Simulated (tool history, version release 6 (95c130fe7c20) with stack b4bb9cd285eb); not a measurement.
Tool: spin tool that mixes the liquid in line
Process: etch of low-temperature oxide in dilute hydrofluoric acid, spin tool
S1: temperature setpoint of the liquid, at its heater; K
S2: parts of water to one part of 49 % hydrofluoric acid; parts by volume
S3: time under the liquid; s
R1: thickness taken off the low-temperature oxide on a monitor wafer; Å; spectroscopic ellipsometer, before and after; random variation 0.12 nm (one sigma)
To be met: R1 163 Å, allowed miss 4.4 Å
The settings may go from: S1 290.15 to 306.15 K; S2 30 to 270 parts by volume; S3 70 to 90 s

run,hour,S1,S2,S3,R1
1,0,298.15,150,90,69.152
2,8,298.15,150,70,54.418
3,8.7,300.65,115,70,80.847
4,11.7,302.15,90,70,111.86
5,16.2,302.15,90,90,145.37
6,22.3,302.65,90,90,148.77
7,23.3,303.15,90,90,152.13
8,24.7,303.65,90,90,154.68

Which of these 5 next moves meets every target?
A,26.1,305.15,100,90,?
B,26.1,304.15,90,80,?
C,26.1,303.15,85,80,?
D,26.1,303.65,85,80,?
E,26.1,299.65,75,90,?

move,R1
A,146.86
B,141.84
C,145.68
D,148.47
E,164.48
A: further off than the last run
B: further off than the last run
C: further off than the last run
D: further off than the last run
E: meets every target
The right move is E.
